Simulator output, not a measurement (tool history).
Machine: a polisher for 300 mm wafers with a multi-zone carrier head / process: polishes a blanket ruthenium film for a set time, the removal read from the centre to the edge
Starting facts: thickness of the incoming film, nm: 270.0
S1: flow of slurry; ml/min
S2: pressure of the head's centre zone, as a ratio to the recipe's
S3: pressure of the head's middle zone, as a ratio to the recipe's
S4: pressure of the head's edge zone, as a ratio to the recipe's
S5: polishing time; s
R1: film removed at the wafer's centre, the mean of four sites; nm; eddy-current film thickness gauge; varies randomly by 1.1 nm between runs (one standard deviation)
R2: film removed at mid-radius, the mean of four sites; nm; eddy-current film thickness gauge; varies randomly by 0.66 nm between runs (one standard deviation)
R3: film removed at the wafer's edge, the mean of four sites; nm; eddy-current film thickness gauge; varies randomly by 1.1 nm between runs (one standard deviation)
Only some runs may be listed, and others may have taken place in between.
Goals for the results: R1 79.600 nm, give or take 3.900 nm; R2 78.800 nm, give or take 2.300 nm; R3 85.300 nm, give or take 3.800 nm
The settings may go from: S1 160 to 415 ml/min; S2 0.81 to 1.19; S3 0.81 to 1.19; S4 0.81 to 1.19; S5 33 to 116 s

run,hour,S1,S2,S3,S4,S5,R1,R2,R3
1,0.0,265,1.00,1.00,1.00,74,65.476,65.976,65.093
2,9.0,300,1.00,1.00,1.00,74,66.785,66.140,64.799
3,14.1,300,1.08,1.00,1.00,74,73.890,67.402,65.089
4,22.9,285,1.06,0.99,1.03,78,78.055,69.347,70.491
5,25.6,285,1.06,0.99,1.03,90,87.059,79.133,77.885
6,31.7,275,1.03,0.99,1.06,91,84.929,80.883,81.379
7,36.9,270,1.02,0.98,1.08,91,86.826,80.945,80.237
8,42.8,270,1.02,0.98,1.08,91,85.857,78.426,81.318
9,46.3,270,1.02,0.98,1.08,91,85.091,79.589,79.354

Which of these 4 next moves meets every target?
A,49.8,240,1.14,0.94,0.96,86,?,?,?
B,49.8,265,0.93,1.06,1.08,85,?,?,?
C,49.8,220,0.90,0.89,1.05,99,?,?,?
D,49.8,365,1.02,1.10,1.05,84,?,?,?

move,R1,R2,R3
A,87.233,71.962,74.668
B,71.041,79.330,77.620
C,78.325,78.648,88.375
D,79.392,83.002,77.385
A: further off than the last run
B: further off than the last run
C: hits every target within its allowed miss
D: further off than the last run
Go with C: it meets all targets.
